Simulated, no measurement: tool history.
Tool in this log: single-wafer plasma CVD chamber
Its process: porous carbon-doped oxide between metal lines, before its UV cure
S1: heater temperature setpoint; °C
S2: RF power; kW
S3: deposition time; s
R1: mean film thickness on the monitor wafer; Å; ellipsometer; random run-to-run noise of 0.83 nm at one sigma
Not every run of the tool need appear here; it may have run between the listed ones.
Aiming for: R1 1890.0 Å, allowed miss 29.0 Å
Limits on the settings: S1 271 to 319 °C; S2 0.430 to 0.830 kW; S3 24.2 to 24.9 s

run  hour   S1     S2    S3      R1
  1   0.0  295  0.630  24.2  1639.0
  2   0.9  293  0.630  24.2  1644.0
  3   9.2  293  0.575  24.2  1538.8
  4  11.9  291  0.585  24.2  1581.1
  5  12.8  289  0.595  24.2  1617.4
  6  18.0  287  0.600  24.2  1647.5
  7  25.3  285  0.605  24.2  1679.1
  8  31.2  284  0.610  24.2  1707.4
  9  35.1  283  0.610  24.2  1718.3
 10  35.6  283  0.610  24.2  1712.8
 11  41.9  282  0.615  24.2  1734.5
 12  44.9  281  0.615  24.2  1754.9
 13  49.4  280  0.615  24.2  1754.7
 14  54.0  279  0.615  24.2  1777.6
 15  55.6  279  0.615  24.2  1767.1
 16  59.6  278  0.615  24.2  1791.9
 17  62.3  277  0.615  24.2  1801.5
 18  63.5  276  0.615  24.2  1801.5
 19  68.3  275  0.615  24.2  1809.0
 20  68.8  275  0.615  24.2  1817.3
 21  76.5  273  0.625  24.2  1853.4

5 candidate next runs follow, results not yet known. Just one meets every target within its allowed miss. Identify it.
  A  84.2  276  0.610  24.4   ?
  B  84.2  274  0.590  24.2   ?
  C  84.2  279  0.645  24.9   ?
  D  84.2  274  0.645  24.9   ?
  E  84.2  277  0.620  24.2   ?

move      R1
   A  1801.9
   B  1767.6
   C  1876.7
   D  1938.6
   E  1797.1
A: moves away from the targets compared with the last run
B: moves away from the targets compared with the last run
C: meets every target
D: moves the result that the last run missed by most past its target, out the other side
E: moves away from the targets compared with the last run
Move C is the one to make.
